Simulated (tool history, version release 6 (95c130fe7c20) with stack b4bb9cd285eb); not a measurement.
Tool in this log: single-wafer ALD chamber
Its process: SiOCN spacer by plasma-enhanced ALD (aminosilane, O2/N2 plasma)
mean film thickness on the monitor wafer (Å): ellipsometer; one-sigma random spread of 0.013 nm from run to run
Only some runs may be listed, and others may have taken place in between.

run	day	heater temperature setpoint (°C)	number of ALD cycles (cycles)	mean film thickness on the monitor wafer (Å)
1	0	415	107	59.166
2	0.333	416	105	58.375
3	0.617	417	102	56.142
4	0.821	424	102	54.69
5	0.992	424	88	47.411
6	1.012	424	80	42.888
7	1.192	423	82	44.143
8	1.483	422	84	45.329
9	1.6	421	85	46.045

Expected results for the next run?
10	1.746	420	86	?

mean film thickness on the monitor wafer (Å): 46.849
